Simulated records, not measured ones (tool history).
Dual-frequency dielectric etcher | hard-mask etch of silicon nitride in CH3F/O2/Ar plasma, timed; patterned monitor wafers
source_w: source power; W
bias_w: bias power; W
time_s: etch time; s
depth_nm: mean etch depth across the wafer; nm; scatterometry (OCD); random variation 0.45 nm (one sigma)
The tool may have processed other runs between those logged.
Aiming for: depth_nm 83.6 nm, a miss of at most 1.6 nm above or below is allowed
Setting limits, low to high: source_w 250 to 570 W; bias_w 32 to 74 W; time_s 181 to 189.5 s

Run 1, hour 0: source_w 410 W, bias_w 53 W, time_s 181 s. Result: depth_nm 107.39 nm.
Run 2, hour 5.4: source_w 410 W, bias_w 44 W, time_s 181 s. Result: depth_nm 99.798 nm.
Run 3, hour 10.2: source_w 440 W, bias_w 44 W, time_s 181 s. Result: depth_nm 102.87 nm.
Run 4, hour 11.2: source_w 440 W, bias_w 44 W, time_s 189.5 s. Result: depth_nm 107.61 nm.
Run 5, hour 13: source_w 380 W, bias_w 44 W, time_s 189.5 s. Result: depth_nm 100.6 nm.
Run 6, hour 16.1: source_w 360 W, bias_w 43 W, time_s 189.5 s. Result: depth_nm 96.61 nm.
Run 7, hour 20.9: source_w 340 W, bias_w 43 W, time_s 189.5 s. Result: depth_nm 94.721 nm.
Run 8, hour 21.9: source_w 330 W, bias_w 43 W, time_s 189.5 s. Result: depth_nm 93.057 nm.
Run 9, hour 23.5: source_w 320 W, bias_w 43 W, time_s 189.5 s. Result: depth_nm 92.821 nm.
Run 10, hour 25.5: source_w 250 W, bias_w 34 W, time_s 187.5 s. Result: depth_nm 73.759 nm.
Run 11, hour 28.8: source_w 330 W, bias_w 35 W, time_s 187.5 s. Result: depth_nm 86.324 nm.
Run 12, hour 36.7: source_w 330 W, bias_w 35 W, time_s 187.5 s. Result: depth_nm 86.057 nm.

Exercise: of the 5 proposed moves below, exactly one satisfies all targets within the stated allowed misses. Which move is it?
Run A, hour 44.6: source_w 300 W, bias_w 38 W, time_s 186 s. Result: depth_nm ?.
Run B, hour 44.6: source_w 320 W, bias_w 42 W, time_s 186 s. Result: depth_nm ?.
Run C, hour 44.6: source_w 330 W, bias_w 39 W, time_s 182.5 s. Result: depth_nm ?.
Run D, hour 44.6: source_w 380 W, bias_w 32 W, time_s 189.5 s. Result: depth_nm ?.
Run E, hour 44.6: source_w 340 W, bias_w 37 W, time_s 188 s. Result: depth_nm ?.

move  depth_nm
   A    83.682
   B    89.664
   C    86.782
   D    89.525
   E     88.89
A: every result within its allowed miss
B: the biggest miss grows against the last run
C: the biggest miss grows against the last run
D: the biggest miss grows against the last run
E: the biggest miss grows against the last run
Move A is the one to make.

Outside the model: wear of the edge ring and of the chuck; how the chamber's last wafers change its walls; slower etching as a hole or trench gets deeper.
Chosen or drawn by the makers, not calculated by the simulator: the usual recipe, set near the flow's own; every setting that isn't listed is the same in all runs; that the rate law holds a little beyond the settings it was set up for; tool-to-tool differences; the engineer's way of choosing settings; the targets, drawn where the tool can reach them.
